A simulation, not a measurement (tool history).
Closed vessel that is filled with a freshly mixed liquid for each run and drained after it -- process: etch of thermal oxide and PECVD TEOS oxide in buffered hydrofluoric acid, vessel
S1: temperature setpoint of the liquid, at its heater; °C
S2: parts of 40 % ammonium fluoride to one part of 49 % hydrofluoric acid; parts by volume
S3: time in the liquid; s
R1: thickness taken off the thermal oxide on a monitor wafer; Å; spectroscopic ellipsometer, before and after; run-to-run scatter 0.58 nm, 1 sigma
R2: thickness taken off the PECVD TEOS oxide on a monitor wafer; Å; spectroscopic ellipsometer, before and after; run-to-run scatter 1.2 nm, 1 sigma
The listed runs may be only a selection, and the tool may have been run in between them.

Run 1, hour 0.0: S1 23.0 °C, S2 23.5 parts by volume, S3 95 s. Result: R1 486.88 Å, R2 1042.6 Å.
Run 2, hour 3.7: S1 24.0 °C, S2 23.0 parts by volume, S3 95 s. Result: R1 532.06 Å, R2 1109.2 Å.
Run 3, hour 9.1: S1 24.0 °C, S2 23.0 parts by volume, S3 110 s. Result: R1 608.06 Å, R2 1295.4 Å.
Run 4, hour 18.3: S1 25.0 °C, S2 23.0 parts by volume, S3 110 s. Result: R1 635.95 Å, R2 1338.3 Å.
Run 5, hour 23.3: S1 25.5 °C, S2 22.5 parts by volume, S3 110 s. Result: R1 673.31 Å, R2 1406.3 Å.
Run 6, hour 27.1: S1 25.5 °C, S2 19.5 parts by volume, S3 110 s. Result: R1 743.62 Å, R2 1557.6 Å.
Run 7, hour 31.3: S1 26.0 °C, S2 19.5 parts by volume, S3 110 s. Result: R1 761.85 Å, R2 1598.2 Å.
Run 8, hour 33.4: S1 26.5 °C, S2 19.5 parts by volume, S3 110 s. Result: R1 787.49 Å, R2 1657.0 Å.

What will run 9 give?
Run 9, hour 42.4: S1 27.5 °C, S2 19.5 parts by volume, S3 110 s. Result: R1 ?, R2 ?.

R1: 811.86 Å
R2: 1722.0 Å

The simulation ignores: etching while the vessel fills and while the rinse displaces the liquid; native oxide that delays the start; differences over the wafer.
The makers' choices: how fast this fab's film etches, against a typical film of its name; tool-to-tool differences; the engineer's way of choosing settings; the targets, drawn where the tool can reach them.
